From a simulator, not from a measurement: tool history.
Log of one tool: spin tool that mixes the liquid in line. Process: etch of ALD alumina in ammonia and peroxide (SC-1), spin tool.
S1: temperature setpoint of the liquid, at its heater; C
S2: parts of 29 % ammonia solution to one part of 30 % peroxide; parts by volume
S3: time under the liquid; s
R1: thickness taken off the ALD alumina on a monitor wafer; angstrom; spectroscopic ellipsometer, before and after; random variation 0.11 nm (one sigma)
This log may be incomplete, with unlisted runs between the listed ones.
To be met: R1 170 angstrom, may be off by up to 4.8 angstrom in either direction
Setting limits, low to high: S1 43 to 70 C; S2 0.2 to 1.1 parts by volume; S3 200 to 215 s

run    day    S1   S2   S3      R1
  1      0    59  0.6  200  237.48
  2  0.067    59  0.5  200  234.64
  3  0.167  55.5  0.5  200  195.16
  4  0.358  55.5  0.5  215  207.72
  5  0.404  54.5  0.5  215  195.67
  6  0.546  54.5  0.5  215  197.86
  7   0.75  53.5  0.5  215  187.29
  8  1.075    53  0.5  215  182.09
  9  1.217  52.5  0.5  215  177.12

Below are 5 possible settings for the next run. Only one of them brings all results inside the allowed miss of their targets. Which is it?
  A  1.358  53.5   0.4  215   ?
  B  1.358  51.5  0.35  215   ?
  C  1.358  51.5   0.5  215   ?
  D  1.358  54.5  0.35  210   ?
  E  1.358  53.5   0.8  200   ?

move      R1
   A  183.44
   B  162.34
   C  167.94
   D  186.77
   E  182.26
A: further off than the last run
B: takes the biggest miss from the last run beyond its target
C: every result lands within tolerance
D: further off than the last run
E: further off than the last run
C is the move that brings every result within its allowed miss.

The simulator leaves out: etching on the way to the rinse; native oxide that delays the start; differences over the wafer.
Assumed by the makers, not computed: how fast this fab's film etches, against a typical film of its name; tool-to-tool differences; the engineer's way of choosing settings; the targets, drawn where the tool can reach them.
